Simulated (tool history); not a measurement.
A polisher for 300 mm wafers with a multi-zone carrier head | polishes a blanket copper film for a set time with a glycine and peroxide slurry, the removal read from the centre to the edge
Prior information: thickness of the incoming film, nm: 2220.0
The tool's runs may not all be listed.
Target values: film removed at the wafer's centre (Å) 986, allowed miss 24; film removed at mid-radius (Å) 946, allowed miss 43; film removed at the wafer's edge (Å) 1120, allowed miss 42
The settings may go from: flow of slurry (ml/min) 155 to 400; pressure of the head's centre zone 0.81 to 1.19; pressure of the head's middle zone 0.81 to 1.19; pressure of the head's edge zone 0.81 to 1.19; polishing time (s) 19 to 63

run    day  flow of slurry (ml/min)  pressure of the head's centre zone  pressure of the head's middle zone  pressure of the head's edge zone  polishing time (s)  film removed at the wafer's centre (Å)  film removed at mid-radius (Å)  film removed at the wafer's edge (Å)
  1      0                      255                                   1                                   1                                 1                  41                                  1346.9                          1381.1                                1392.4
  2  0.121                      215                                   1                                   1                                 1                  41                                  1305.3                          1312.4                                1411.7
  3  0.262                      215                                   1                                0.92                                 1                  41                                  1317.9                          1233.9                                1376.8
  4  0.617                      205                                0.97                                0.89                              0.98                  39                                  1203.6                          1160.1                                1298.4
  5  0.942                      255                                0.97                                0.89                              0.98                  39                                  1242.9                          1176.2                                1337.4
  6  1.233                      245                                0.95                                0.87                              0.97                  37                                  1157.8                          1106.8                                1282.2
  7  1.392                      230                                0.94                                0.86                              0.96                  36                                    1105                          1054.7                                1208.3
  8   1.75                      180                                0.88                                0.81                              0.97                  34                                  930.27                          899.16                                1132.1
  9  2.025                      190                                0.89                                0.82                              0.96                  34                                  954.89                             903                                1128.2
 10  2.392                      200                                0.89                                0.83                              0.95                  34                                  962.81                          933.69                                1143.1

5 candidate next runs follow, results not yet known. Just one meets every target within its allowed miss. Identify it.
  A  2.758                      225                                0.86                                0.86                              1.01                  33                                       ?                               ?                                     ?
  B  2.758                      220                                0.84                                0.81                              0.95                  34                                       ?                               ?                                     ?
  C  2.758                      195                                0.85                                0.82                              0.98                  35                                       ?                               ?                                     ?
  D  2.758                      180                                0.89                                0.86                              0.98                  33                                       ?                               ?                                     ?
  E  2.758                      160                                0.91                                0.82                              0.85                  35                                       ?                               ?                                     ?

move  film removed at the wafer's centre (Å)  film removed at mid-radius (Å)  film removed at the wafer's edge (Å)
   A                                  922.01                          952.48                                1113.2
   B                                  924.79                          932.22                                1127.6
   C                                  948.62                          955.82                                1157.8
   D                                  926.83                          927.69                                1083.2
   E                                  987.66                          931.71                                1097.5
A: moves away from the targets compared with the last run
B: moves away from the targets compared with the last run
C: moves away from the targets compared with the last run
D: moves away from the targets compared with the last run
E: each result inside its tolerance
Answer: E
